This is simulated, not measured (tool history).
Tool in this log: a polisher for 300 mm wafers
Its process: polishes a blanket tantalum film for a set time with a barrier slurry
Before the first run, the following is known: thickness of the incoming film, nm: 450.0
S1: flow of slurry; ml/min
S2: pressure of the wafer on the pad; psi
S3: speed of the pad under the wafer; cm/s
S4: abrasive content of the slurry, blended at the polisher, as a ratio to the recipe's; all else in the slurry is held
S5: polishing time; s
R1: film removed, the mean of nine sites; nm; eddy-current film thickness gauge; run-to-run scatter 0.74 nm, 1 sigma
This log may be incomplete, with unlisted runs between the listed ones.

| run | hour | S1 | S2 | S3 | S4 | S5 | R1 |
|---|---|---|---|---|---|---|---|
| 1 | 0 | 185 | 2.4 | 98 | 1 | 40 | 64.303 |
| 2 | 3.4 | 190 | 2.5 | 98 | 1 | 40 | 69.081 |
| 3 | 11.2 | 205 | 2.6 | 98 | 1 | 40 | 72.814 |
| 4 | 19.4 | 205 | 2.6 | 98 | 1.2 | 40 | 75.975 |
| 5 | 20.4 | 205 | 2.6 | 82 | 1.2 | 40 | 63.315 |
| 6 | 23.9 | 215 | 2.7 | 82 | 1.2 | 40 | 66.06 |
| 7 | 28.4 | 215 | 2.8 | 82 | 1.2 | 40 | 68.28 |
| 8 | 33.1 | 215 | 2.8 | 82 | 1.2 | 40 | 69.174 |
| 9 | 40.6 | 220 | 2.9 | 82 | 1.2 | 40 | 70.681 |
| 10 | 49.1 | 220 | 3 | 82 | 1.2 | 40 | 73.143 |

For run 11, what comes out?
| 11 | 58 | 225 | 3.1 | 82 | 1.2 | 40 | ? |

R1: 74.913 nm

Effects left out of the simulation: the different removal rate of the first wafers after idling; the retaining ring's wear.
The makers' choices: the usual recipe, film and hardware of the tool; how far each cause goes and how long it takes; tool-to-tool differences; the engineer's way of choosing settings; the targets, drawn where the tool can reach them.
